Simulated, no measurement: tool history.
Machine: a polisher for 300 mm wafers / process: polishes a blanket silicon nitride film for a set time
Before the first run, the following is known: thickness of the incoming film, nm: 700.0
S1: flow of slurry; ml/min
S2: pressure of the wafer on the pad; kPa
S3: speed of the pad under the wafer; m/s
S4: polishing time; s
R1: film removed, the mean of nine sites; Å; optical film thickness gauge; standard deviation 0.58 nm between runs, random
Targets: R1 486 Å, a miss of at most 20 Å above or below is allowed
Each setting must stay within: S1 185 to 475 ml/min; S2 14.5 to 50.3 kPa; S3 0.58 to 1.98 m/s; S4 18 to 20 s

run  hour   S1    S2    S3  S4      R1
  1     0  305  32.4  1.28  20  658.53
  2   6.9  305  32.4  1.28  18  587.47
  3  15.2  305  37.9  1.28  18   647.9
  4  16.5  305  37.9  1.28  20  727.75
  5  17.2  305  45.5  1.28  20  834.76
  6  22.2  305  40.7  1.26  20  754.83
  7  29.5  305  36.5  1.24  20   703.2
  8  31.1  305  33.1  1.22  20   638.1
  9  37.6  305  33.1  1.22  20  625.78
 10  39.6  305    31  1.22  20  600.56

Of the 4 settings listed for the next run, only one would bring every result within its allowed miss of target. Which one?
  A  41.6  310  26.9  1.22  20   ?
  B  41.6  235  28.3  1.04  20   ?
  C  41.6  305  38.6  1.48  20   ?
  D  41.6  260  35.9  1.02  18   ?

move      R1
   A  546.42
   B  490.85
   C  832.48
   D  521.08
A: closes in on the targets versus the last run, not all within tolerance yet
B: every result lands within tolerance
C: lands further from the targets than the last run did
D: closes in on the targets versus the last run, not all within tolerance yet
The move that meets every target is B.

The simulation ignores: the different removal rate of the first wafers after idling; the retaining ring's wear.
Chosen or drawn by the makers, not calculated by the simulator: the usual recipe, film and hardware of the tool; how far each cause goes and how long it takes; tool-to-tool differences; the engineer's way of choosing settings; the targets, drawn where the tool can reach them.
